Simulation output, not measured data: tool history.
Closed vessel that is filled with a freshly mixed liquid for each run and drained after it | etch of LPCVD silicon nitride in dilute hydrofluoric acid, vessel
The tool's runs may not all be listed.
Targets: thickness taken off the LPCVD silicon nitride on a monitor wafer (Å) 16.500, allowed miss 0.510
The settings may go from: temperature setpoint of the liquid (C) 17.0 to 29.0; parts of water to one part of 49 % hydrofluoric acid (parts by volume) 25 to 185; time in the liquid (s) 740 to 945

| run | hour | temperature setpoint of the liquid (C) | parts of water to one part of 49 % hydrofluoric acid (parts by volume) | time in the liquid (s) | thickness taken off the LPCVD silicon nitride on a monitor wafer (Å) |
|---|---|---|---|---|---|
| 1 | 0.0 | 21.0 | 105 | 945 | 39.951 |
| 2 | 7.8 | 20.5 | 110 | 945 | 37.197 |
| 3 | 12.3 | 20.0 | 115 | 945 | 34.510 |
| 4 | 13.9 | 20.0 | 115 | 945 | 34.422 |
| 5 | 20.9 | 20.0 | 100 | 945 | 39.405 |
| 6 | 21.9 | 20.0 | 70 | 945 | 55.312 |
| 7 | 29.2 | 19.5 | 80 | 940 | 46.517 |
| 8 | 37.1 | 19.0 | 90 | 935 | 40.585 |
| 9 | 44.3 | 17.0 | 130 | 905 | 23.393 |
| 10 | 47.1 | 17.0 | 170 | 890 | 17.788 |

5 next moves are on the table. One of them brings every result within its allowed miss. Which?
| A | 49.9 | 17.0 | 175 | 945 | ? |
| B | 49.9 | 17.5 | 165 | 775 | ? |
| C | 49.9 | 18.5 | 170 | 885 | ? |
| D | 49.9 | 17.5 | 170 | 925 | ? |
| E | 49.9 | 18.0 | 175 | 895 | ? |

| move | thickness taken off the LPCVD silicon nitride on a monitor wafer (Å) |
|---|---|
| A | 18.722 |
| B | 16.810 |
| C | 19.955 |
| D | 19.495 |
| E | 18.974 |
A: further off than the last run
B: meets every target
C: further off than the last run
D: further off than the last run
E: further off than the last run
Move B is the one to make.
